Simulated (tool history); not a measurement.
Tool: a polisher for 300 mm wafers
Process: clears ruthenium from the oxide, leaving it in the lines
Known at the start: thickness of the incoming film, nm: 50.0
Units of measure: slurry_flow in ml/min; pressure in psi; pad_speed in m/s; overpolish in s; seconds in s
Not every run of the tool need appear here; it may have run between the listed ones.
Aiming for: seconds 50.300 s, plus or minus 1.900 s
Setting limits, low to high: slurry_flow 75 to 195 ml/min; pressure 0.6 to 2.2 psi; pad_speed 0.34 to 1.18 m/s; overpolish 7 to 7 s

| run | hour | slurry_flow | pressure | pad_speed | overpolish | seconds |
|---|---|---|---|---|---|---|
| 1 | 0.0 | 125 | 1.4 | 0.76 | 7 | 92.086 |
| 2 | 3.5 | 125 | 1.7 | 0.76 | 7 | 77.114 |
| 3 | 9.8 | 125 | 1.8 | 0.76 | 7 | 72.272 |
| 4 | 15.3 | 125 | 1.6 | 0.76 | 7 | 83.682 |
| 5 | 22.7 | 125 | 1.6 | 0.76 | 7 | 82.039 |
| 6 | 23.8 | 125 | 1.3 | 0.76 | 7 | 99.587 |
| 7 | 27.5 | 150 | 1.7 | 0.80 | 7 | 71.058 |
| 8 | 29.4 | 150 | 1.8 | 0.80 | 7 | 67.050 |
| 9 | 35.2 | 150 | 1.9 | 0.80 | 7 | 63.660 |
| 10 | 42.9 | 150 | 2.1 | 0.82 | 7 | 56.542 |

Which of these 5 next moves meets every target?
| A | 50.6 | 150 | 2.1 | 1.00 | 7 | ? |
| B | 50.6 | 135 | 2.2 | 0.70 | 7 | ? |
| C | 50.6 | 130 | 2.0 | 0.94 | 7 | ? |
| D | 50.6 | 110 | 2.2 | 0.96 | 7 | ? |
| E | 50.6 | 145 | 2.2 | 0.80 | 7 | ? |

| move | seconds |
|---|---|
| A | 46.869 |
| B | 65.084 |
| C | 54.219 |
| D | 50.944 |
| E | 56.123 |
A: carries the result that was furthest off beyond its target, to the other side
B: moves away from the targets compared with the last run
C: nearer the targets than the last run, but a result is still out of spec
D: hits every target within its allowed miss
E: nearer the targets than the last run, but a result is still out of spec
Answer: D
